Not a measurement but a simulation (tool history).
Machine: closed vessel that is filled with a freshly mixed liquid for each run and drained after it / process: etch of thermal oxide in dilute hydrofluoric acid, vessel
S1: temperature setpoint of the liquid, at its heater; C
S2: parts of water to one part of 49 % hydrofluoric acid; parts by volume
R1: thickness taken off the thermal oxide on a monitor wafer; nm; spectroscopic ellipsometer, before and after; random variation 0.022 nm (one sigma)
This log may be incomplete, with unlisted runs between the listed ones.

run 1 hour=0 | S1=24 S2=130 time_in_the_liquid_(s)=175 | R1=6.5609
run 2 hour=1.2 | S1=22 S2=140 time_in_the_liquid_(s)=175 | R1=5.4943
run 3 hour=8.6 | S1=22 S2=140 time_in_the_liquid_(s)=175 | R1=5.6195
run 4 hour=12.7 | S1=22 S2=105 time_in_the_liquid_(s)=175 | R1=7.7318
run 5 hour=16.1 | S1=20.5 S2=125 time_in_the_liquid_(s)=175 | R1=5.9549
run 6 hour=19.5 | S1=19.5 S2=135 time_in_the_liquid_(s)=175 | R1=5.2413
run 7 hour=24.3 | S1=19.5 S2=135 time_in_the_liquid_(s)=175 | R1=5.2552

What will run 8 give?
run 8 hour=32.8 | S1=19 S2=145 time_in_the_liquid_(s)=175 | R1=?

{"run 8": {"R1": 4.7329}}
